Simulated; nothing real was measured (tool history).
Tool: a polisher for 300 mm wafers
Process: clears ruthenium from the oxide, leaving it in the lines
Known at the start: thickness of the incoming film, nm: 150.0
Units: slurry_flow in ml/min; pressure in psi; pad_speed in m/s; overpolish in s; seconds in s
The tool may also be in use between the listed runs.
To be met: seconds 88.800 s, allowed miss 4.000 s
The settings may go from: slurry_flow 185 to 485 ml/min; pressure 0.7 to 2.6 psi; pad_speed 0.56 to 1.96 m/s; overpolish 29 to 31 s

{"run": 1, "day": 0.0, "slurry_flow": 310, "pressure": 1.6, "pad_speed": 1.26, "overpolish": 29, "seconds": 152.96}
{"run": 2, "day": 0.25, "slurry_flow": 310, "pressure": 1.6, "pad_speed": 1.02, "overpolish": 29, "seconds": 189.45}
{"run": 3, "day": 0.612, "slurry_flow": 310, "pressure": 1.6, "pad_speed": 0.88, "overpolish": 29, "seconds": 213.94}
{"run": 4, "day": 0.938, "slurry_flow": 310, "pressure": 1.7, "pad_speed": 0.92, "overpolish": 29, "seconds": 195.38}
{"run": 5, "day": 1.046, "slurry_flow": 310, "pressure": 1.9, "pad_speed": 0.92, "overpolish": 29, "seconds": 177.83}
{"run": 6, "day": 1.367, "slurry_flow": 310, "pressure": 2.3, "pad_speed": 0.92, "overpolish": 29, "seconds": 152.94}
{"run": 7, "day": 1.5, "slurry_flow": 310, "pressure": 2.3, "pad_speed": 0.98, "overpolish": 29, "seconds": 147.0}
{"run": 8, "day": 1.671, "slurry_flow": 310, "pressure": 2.3, "pad_speed": 1.04, "overpolish": 29, "seconds": 138.24}

Which of these 5 next moves meets every target?
{"run": "A", "day": 1.842, "slurry_flow": 330, "pressure": 2.6, "pad_speed": 1.44, "overpolish": 31, "seconds": "?"}
{"run": "B", "day": 1.842, "slurry_flow": 335, "pressure": 2.4, "pad_speed": 1.34, "overpolish": 29, "seconds": "?"}
{"run": "C", "day": 1.842, "slurry_flow": 235, "pressure": 2.4, "pad_speed": 0.68, "overpolish": 31, "seconds": "?"}
{"run": "D", "day": 1.842, "slurry_flow": 355, "pressure": 2.6, "pad_speed": 1.2, "overpolish": 29, "seconds": "?"}
{"run": "E", "day": 1.842, "slurry_flow": 250, "pressure": 2.1, "pad_speed": 0.6, "overpolish": 29, "seconds": "?"}

move=A seconds=91.296
move=B seconds=104.500
move=C seconds=208.240
move=D seconds=108.310
move=E seconds=259.170
A: meets every target
B: nearer than the last run, and not there yet
C: further off than the last run
D: nearer than the last run, and not there yet
E: further off than the last run
The right move is A.

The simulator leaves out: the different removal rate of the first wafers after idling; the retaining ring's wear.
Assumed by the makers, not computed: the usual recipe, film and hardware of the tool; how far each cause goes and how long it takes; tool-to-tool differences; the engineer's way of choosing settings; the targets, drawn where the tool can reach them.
